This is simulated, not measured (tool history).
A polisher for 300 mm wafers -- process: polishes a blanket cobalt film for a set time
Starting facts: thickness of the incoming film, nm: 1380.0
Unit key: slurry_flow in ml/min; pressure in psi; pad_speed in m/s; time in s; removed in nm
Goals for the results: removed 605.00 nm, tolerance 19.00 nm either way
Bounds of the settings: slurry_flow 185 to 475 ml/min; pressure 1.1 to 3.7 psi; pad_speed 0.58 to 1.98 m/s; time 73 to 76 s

run,hour,slurry_flow,pressure,pad_speed,time,removed
1,0.0,305,2.4,1.28,73,468.69
2,4.3,305,2.0,1.28,73,421.12
3,9.7,305,2.2,1.28,73,445.91
4,13.2,305,1.9,1.28,73,408.93
5,20.6,305,2.1,1.28,73,425.18
6,28.6,305,1.9,1.28,73,409.15
7,31.6,305,2.2,1.28,73,447.37
8,39.3,305,2.4,1.28,73,469.63
9,41.8,305,2.4,1.28,73,469.14
10,50.3,305,2.6,1.28,73,492.25
11,54.9,305,2.7,1.28,73,504.23
12,60.9,305,2.7,1.28,73,508.63
13,68.4,305,2.8,1.28,73,514.52
14,76.4,305,2.9,1.28,73,529.93
15,85.1,305,3.0,1.28,73,534.18
16,92.6,305,3.1,1.28,73,547.43
17,93.1,305,3.2,1.28,73,557.46
18,96.5,305,3.3,1.28,73,575.66

Exercise: of the 4 proposed moves below, exactly one satisfies all targets within the stated allowed misses. Which move is it?
A,99.9,335,2.6,1.32,73,?
B,99.9,345,3.1,1.36,75,?
C,99.9,305,3.4,1.16,73,?
D,99.9,275,3.4,1.22,73,?

move,removed
A,512.52
B,608.03
C,534.00
D,555.21
A: misses by more than the last run did
B: every result within its allowed miss
C: misses by more than the last run did
D: misses by more than the last run did
B meets every target.
